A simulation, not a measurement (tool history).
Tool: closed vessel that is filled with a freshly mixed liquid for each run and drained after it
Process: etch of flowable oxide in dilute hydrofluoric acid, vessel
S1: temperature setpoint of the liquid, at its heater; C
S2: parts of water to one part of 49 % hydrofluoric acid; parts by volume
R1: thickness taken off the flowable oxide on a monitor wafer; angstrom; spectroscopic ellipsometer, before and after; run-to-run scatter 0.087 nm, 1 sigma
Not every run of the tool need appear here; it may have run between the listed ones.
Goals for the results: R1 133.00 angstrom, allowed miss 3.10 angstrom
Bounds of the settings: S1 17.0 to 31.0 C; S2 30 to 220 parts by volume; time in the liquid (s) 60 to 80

run 1 day=0.000 | S1=23.0 S2=125 time_in_the_liquid_(s)=80 | R1=166.86
run 2 day=0.296 | S1=22.5 S2=125 time_in_the_liquid_(s)=80 | R1=162.96
run 3 day=0.675 | S1=22.5 S2=125 time_in_the_liquid_(s)=60 | R1=122.55
run 4 day=0.717 | S1=19.5 S2=125 time_in_the_liquid_(s)=60 | R1=109.10
run 5 day=0.996 | S1=19.5 S2=95 time_in_the_liquid_(s)=60 | R1=148.34
run 6 day=1.262 | S1=18.5 S2=95 time_in_the_liquid_(s)=60 | R1=142.61
run 7 day=1.538 | S1=18.5 S2=95 time_in_the_liquid_(s)=60 | R1=141.61
run 8 day=1.838 | S1=18.0 S2=95 time_in_the_liquid_(s)=60 | R1=137.81

Exercise: of the 4 proposed moves below, exactly one satisfies all targets within the stated allowed misses. Which move is it?
run A day=2.138 | S1=17.5 S2=90 time_in_the_liquid_(s)=60 | R1=?
run B day=2.138 | S1=17.0 S2=90 time_in_the_liquid_(s)=60 | R1=?
run C day=2.138 | S1=19.5 S2=110 time_in_the_liquid_(s)=60 | R1=?
run D day=2.138 | S1=20.0 S2=115 time_in_the_liquid_(s)=65 | R1=?

move=A R1=143.24
move=B R1=140.24
move=C R1=124.65
move=D R1=131.12
A: further off than the last run
B: further off than the last run
C: takes the biggest miss from the last run beyond its target
D: every result lands within tolerance
The move that meets every target is D.
